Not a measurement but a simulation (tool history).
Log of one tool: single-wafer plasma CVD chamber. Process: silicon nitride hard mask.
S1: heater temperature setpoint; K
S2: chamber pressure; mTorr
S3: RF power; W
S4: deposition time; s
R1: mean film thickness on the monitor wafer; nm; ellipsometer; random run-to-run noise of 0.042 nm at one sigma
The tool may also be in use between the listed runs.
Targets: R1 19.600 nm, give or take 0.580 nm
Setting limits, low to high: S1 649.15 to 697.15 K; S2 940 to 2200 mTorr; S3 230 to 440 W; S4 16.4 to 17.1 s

run	day	S1	S2	S3	S4	R1
1	0.000	673.15	1570	335	17.1	23.188
2	0.154	673.15	1540	330	17.1	22.933
3	0.500	673.15	1540	310	17.1	21.843
4	0.604	673.15	1510	310	17.1	21.715
5	0.950	673.15	1690	310	17.1	22.317
6	1.025	673.15	1690	285	17.1	20.918
7	1.267	673.15	1680	285	17.1	20.882
8	1.438	673.15	1670	285	17.1	20.888
9	1.508	673.15	1660	285	17.1	20.807
10	1.546	673.15	1650	285	17.1	20.740
11	1.879	673.15	1640	285	17.1	20.696
12	2.038	673.15	1630	285	17.1	20.660
13	2.371	673.15	1620	285	17.1	20.682
14	2.538	673.15	1610	285	17.1	20.577

5 candidate next runs follow, results not yet known. Just one meets every target within its allowed miss. Identify it.
A	2.704	669.15	1490	265	16.4	?
B	2.704	692.15	1570	270	17.1	?
C	2.704	673.15	1560	310	16.4	?
D	2.704	672.15	1770	300	16.5	?
E	2.704	672.15	1660	285	17.1	?

move	R1
A	18.270
B	19.380
C	20.968
D	21.214
E	20.770
A: carries the result that was furthest off beyond its target, to the other side
B: every result lands within tolerance
C: misses by more than the last run did
D: misses by more than the last run did
E: misses by more than the last run did
Go with B: it meets all targets.

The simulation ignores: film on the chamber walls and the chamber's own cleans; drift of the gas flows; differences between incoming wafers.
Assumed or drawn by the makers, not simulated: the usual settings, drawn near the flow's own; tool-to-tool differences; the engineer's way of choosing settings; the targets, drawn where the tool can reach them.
